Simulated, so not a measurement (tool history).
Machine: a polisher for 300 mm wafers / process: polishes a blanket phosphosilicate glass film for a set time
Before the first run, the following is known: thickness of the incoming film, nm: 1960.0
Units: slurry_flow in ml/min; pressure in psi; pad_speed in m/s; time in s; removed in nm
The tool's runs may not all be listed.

run,hour,slurry_flow,pressure,pad_speed,slurry_solids,time,removed
1,0,135,4.1,0.96,1,88,906.4
2,3,160,4.1,0.96,1,88,939.22
3,3.8,150,3.7,0.96,1,88,839.31
4,4.6,150,3.7,0.96,1,88,841.25
5,11.8,140,3.4,0.96,1,88,768.05
6,15.4,130,3.2,0.96,1,88,717.94

Estimate the outcome of run 7 from the log above:
7,22.4,120,3,0.96,1,88,?

removed: 660.25 nm

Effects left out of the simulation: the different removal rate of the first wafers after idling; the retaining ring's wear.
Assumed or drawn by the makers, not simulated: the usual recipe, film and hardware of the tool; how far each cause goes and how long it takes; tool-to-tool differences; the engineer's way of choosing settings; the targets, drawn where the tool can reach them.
